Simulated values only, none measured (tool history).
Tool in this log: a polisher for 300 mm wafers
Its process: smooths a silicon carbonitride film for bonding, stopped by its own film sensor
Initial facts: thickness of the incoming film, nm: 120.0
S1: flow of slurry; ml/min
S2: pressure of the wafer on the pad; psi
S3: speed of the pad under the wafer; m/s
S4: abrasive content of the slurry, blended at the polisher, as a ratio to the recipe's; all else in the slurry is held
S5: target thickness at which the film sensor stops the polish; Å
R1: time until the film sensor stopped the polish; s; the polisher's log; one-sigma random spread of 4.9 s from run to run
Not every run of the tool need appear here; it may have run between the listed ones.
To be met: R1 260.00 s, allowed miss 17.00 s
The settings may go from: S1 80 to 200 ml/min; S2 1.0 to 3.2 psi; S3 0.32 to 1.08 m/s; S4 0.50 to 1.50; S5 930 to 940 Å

run 1 day=0.000 | S1=130 S2=2.1 S3=0.70 S4=1.00 S5=940 | R1=158.36
run 2 day=0.212 | S1=130 S2=2.1 S3=0.70 S4=0.80 S5=940 | R1=181.57
run 3 day=0.571 | S1=130 S2=1.9 S3=0.68 S4=0.80 S5=940 | R1=199.61
run 4 day=0.883 | S1=130 S2=1.9 S3=0.68 S4=0.80 S5=940 | R1=206.35
run 5 day=1.108 | S1=100 S2=1.9 S3=0.68 S4=0.80 S5=940 | R1=213.47
run 6 day=1.421 | S1=100 S2=1.9 S3=0.68 S4=0.95 S5=940 | R1=202.82
run 7 day=1.538 | S1=100 S2=1.8 S3=0.68 S4=0.95 S5=940 | R1=202.86
run 8 day=1.833 | S1=100 S2=1.7 S3=0.68 S4=0.95 S5=940 | R1=218.39
run 9 day=1.908 | S1=100 S2=1.6 S3=0.68 S4=0.95 S5=940 | R1=224.58
run 10 day=1.967 | S1=100 S2=1.5 S3=0.68 S4=0.95 S5=940 | R1=239.97

Which one of the following 4 next-run settings gets every result inside its allowed miss? There is exactly one.
run A day=2.025 | S1=80 S2=1.6 S3=0.88 S4=0.85 S5=940 | R1=?
run B day=2.025 | S1=100 S2=1.7 S3=0.78 S4=0.80 S5=940 | R1=?
run C day=2.025 | S1=110 S2=1.5 S3=0.60 S4=0.90 S5=930 | R1=?
run D day=2.025 | S1=105 S2=1.7 S3=0.78 S4=1.05 S5=940 | R1=?

move=A R1=218.41
move=B R1=217.82
move=C R1=261.04
move=D R1=184.61
A: misses by more than the last run did
B: misses by more than the last run did
C: each result inside its tolerance
D: misses by more than the last run did
So the answer is move C, the one that meets all the targets.
